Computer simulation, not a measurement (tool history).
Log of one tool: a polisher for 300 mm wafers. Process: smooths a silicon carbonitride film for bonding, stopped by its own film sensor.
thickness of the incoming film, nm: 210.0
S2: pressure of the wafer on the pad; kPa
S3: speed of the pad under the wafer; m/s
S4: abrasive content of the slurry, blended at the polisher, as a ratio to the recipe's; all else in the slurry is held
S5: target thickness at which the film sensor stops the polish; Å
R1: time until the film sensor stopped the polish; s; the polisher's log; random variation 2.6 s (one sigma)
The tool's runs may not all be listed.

{"run": 1, "hour": 0.0, "flow of slurry (ml/min)": 155, "S2": 19.3, "S3": 1.12, "S4": 1.0, "S5": 1720, "R1": 87.979}
{"run": 2, "hour": 7.6, "flow of slurry (ml/min)": 155, "S2": 16.5, "S3": 1.08, "S4": 1.0, "S5": 1720, "R1": 102.76}
{"run": 3, "hour": 14.3, "flow of slurry (ml/min)": 155, "S2": 16.5, "S3": 1.08, "S4": 1.0, "S5": 1720, "R1": 106.35}
{"run": 4, "hour": 21.0, "flow of slurry (ml/min)": 155, "S2": 16.5, "S3": 1.08, "S4": 1.0, "S5": 1720, "R1": 104.98}
{"run": 5, "hour": 28.9, "flow of slurry (ml/min)": 155, "S2": 16.5, "S3": 0.98, "S4": 1.0, "S5": 1720, "R1": 113.92}
{"run": 6, "hour": 33.0, "flow of slurry (ml/min)": 155, "S2": 21.4, "S3": 0.98, "S4": 1.0, "S5": 1720, "R1": 90.008}
{"run": 7, "hour": 36.2, "flow of slurry (ml/min)": 155, "S2": 17.9, "S3": 0.96, "S4": 1.0, "S5": 1720, "R1": 109.07}
{"run": 8, "hour": 40.8, "flow of slurry (ml/min)": 155, "S2": 15.9, "S3": 0.94, "S4": 1.0, "S5": 1720, "R1": 124.63}

The next listed run, before its measurement:
{"run": 9, "hour": 46.9, "flow of slurry (ml/min)": 155, "S2": 14.5, "S3": 0.94, "S4": 1.0, "S5": 1720, "R1": "?"}

R1: 135.250 s
